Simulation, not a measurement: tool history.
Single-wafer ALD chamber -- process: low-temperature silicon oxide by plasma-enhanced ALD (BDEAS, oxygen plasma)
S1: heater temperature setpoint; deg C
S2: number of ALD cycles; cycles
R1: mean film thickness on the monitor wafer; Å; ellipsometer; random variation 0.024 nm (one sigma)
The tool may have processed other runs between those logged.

Run 1, hour 0: S1 110 deg C, S2 54 cycles. Result: R1 76.216 Å.
Run 2, hour 4.7: S1 121 deg C, S2 54 cycles. Result: R1 75.049 Å.
Run 3, hour 11.3: S1 119 deg C, S2 57 cycles. Result: R1 79.454 Å.
Run 4, hour 12.5: S1 118 deg C, S2 59 cycles. Result: R1 82.166 Å.
Run 5, hour 18.2: S1 125 deg C, S2 59 cycles. Result: R1 81.446 Å.
Run 6, hour 24.9: S1 125 deg C, S2 63 cycles. Result: R1 86.916 Å.
Run 7, hour 29.4: S1 123 deg C, S2 64 cycles. Result: R1 88.527 Å.
At hour 31.3: thermocouple changed; heater temperature recalibrated.
Run 8, hour 31.3: S1 122 deg C, S2 65 cycles. Result: R1 89.159 Å.

For run 9, what comes out?
Run 9, hour 32: S1 122 deg C, S2 66 cycles. Result: R1 ?.

Run 9 gave R1 90.752 Å.
